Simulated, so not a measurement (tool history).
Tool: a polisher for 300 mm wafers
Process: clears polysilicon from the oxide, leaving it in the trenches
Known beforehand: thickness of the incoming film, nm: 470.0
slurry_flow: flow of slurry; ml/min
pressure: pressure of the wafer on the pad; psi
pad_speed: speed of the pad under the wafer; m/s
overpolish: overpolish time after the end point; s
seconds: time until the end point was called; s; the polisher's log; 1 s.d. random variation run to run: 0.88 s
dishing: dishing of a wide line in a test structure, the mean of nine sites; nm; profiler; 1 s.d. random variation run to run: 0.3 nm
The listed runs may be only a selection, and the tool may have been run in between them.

{"run": 1, "hour": 0.0, "slurry_flow": 275, "pressure": 2.8, "pad_speed": 1.28, "overpolish": 11, "seconds": 25.402, "dishing": 69.376}
{"run": 2, "hour": 2.2, "slurry_flow": 275, "pressure": 2.8, "pad_speed": 1.28, "overpolish": 7, "seconds": 25.109, "dishing": 62.579}
{"run": 3, "hour": 10.3, "slurry_flow": 280, "pressure": 2.6, "pad_speed": 1.22, "overpolish": 7, "seconds": 27.207, "dishing": 58.992}
{"run": 4, "hour": 16.0, "slurry_flow": 305, "pressure": 2.6, "pad_speed": 1.22, "overpolish": 7, "seconds": 28.809, "dishing": 59.237}
{"run": 5, "hour": 17.0, "slurry_flow": 305, "pressure": 2.6, "pad_speed": 1.04, "overpolish": 7, "seconds": 33.637, "dishing": 55.151}
{"run": 6, "hour": 20.8, "slurry_flow": 350, "pressure": 2.6, "pad_speed": 1.04, "overpolish": 7, "seconds": 31.861, "dishing": 57.313}
{"run": 7, "hour": 21.9, "slurry_flow": 330, "pressure": 2.5, "pad_speed": 0.98, "overpolish": 7, "seconds": 36.005, "dishing": 53.734}
{"run": 8, "hour": 23.2, "slurry_flow": 310, "pressure": 2.5, "pad_speed": 0.94, "overpolish": 7, "seconds": 38.905, "dishing": 51.249}
{"run": 9, "hour": 25.5, "slurry_flow": 310, "pressure": 2.5, "pad_speed": 0.94, "overpolish": 7, "seconds": 37.746, "dishing": 51.719}
{"run": 10, "hour": 29.5, "slurry_flow": 295, "pressure": 2.5, "pad_speed": 0.9, "overpolish": 7, "seconds": 39.682, "dishing": 51.197}

Forecast run 11:
{"run": 11, "hour": 32.6, "slurry_flow": 280, "pressure": 2.5, "pad_speed": 0.86, "overpolish": 7, "seconds": "?", "dishing": "?"}

{"run 11": {"seconds": 41.828, "dishing": 49.714}}
